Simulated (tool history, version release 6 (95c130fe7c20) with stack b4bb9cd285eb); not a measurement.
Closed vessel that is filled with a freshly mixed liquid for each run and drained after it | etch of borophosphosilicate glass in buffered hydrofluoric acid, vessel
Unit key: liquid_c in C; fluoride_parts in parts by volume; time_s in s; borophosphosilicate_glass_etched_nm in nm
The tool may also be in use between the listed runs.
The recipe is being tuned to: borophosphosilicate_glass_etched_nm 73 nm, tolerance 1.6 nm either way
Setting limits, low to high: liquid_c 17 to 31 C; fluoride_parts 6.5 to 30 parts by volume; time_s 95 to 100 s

run,day,liquid_c,fluoride_parts,time_s,borophosphosilicate_glass_etched_nm
1,0,23,18.5,95,117.2
2,0.042,19.5,18.5,95,97.057
3,0.292,18.5,19.5,95,87.873
4,0.462,21,19.5,95,101.12
5,0.733,19.5,20.5,95,87.237
6,1.1,19.5,22.5,95,83.334
7,1.212,18.5,22.5,95,78.93
8,1.558,18,22.5,95,76.614

Exercise: of the 5 proposed moves below, exactly one satisfies all targets within the stated allowed misses. Which move is it?
A,1.904,19,23,95,?
B,1.904,18.5,23,100,?
C,1.904,19,22.5,95,?
D,1.904,18.5,20.5,95,?
E,1.904,17.5,24.5,100,?

move,borophosphosilicate_glass_etched_nm
A,79.558
B,81.404
C,80.782
D,83.772
E,73.59
A: the biggest miss grows against the last run
B: the biggest miss grows against the last run
C: the biggest miss grows against the last run
D: the biggest miss grows against the last run
E: every result lands within tolerance
E meets every target.
